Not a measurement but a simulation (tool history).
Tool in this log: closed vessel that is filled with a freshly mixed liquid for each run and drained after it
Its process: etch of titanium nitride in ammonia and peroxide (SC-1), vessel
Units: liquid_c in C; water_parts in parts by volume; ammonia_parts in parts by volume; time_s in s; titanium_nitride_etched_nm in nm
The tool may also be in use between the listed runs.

| run | hour | liquid_c | water_parts | ammonia_parts | time_s | titanium_nitride_etched_nm |
|---|---|---|---|---|---|---|
| 1 | 0 | 49 | 18 | 0.75 | 35 | 1.7547 |
| 2 | 5.4 | 51 | 18 | 0.75 | 35 | 2.0127 |
| 3 | 8.1 | 51 | 14 | 0.75 | 35 | 2.3167 |
| 4 | 8.8 | 52 | 14 | 0.75 | 35 | 2.5308 |
| 5 | 14.2 | 53 | 14 | 0.75 | 35 | 2.6741 |
| 6 | 20.9 | 53.5 | 14 | 0.75 | 35 | 2.7801 |
| 7 | 29.3 | 54 | 14 | 0.75 | 35 | 2.8587 |

What does the tool deliver on the next run?
| 8 | 32.6 | 54.5 | 14 | 0.75 | 35 | ? |

{"run 8": {"titanium_nitride_etched_nm": 2.9422}}
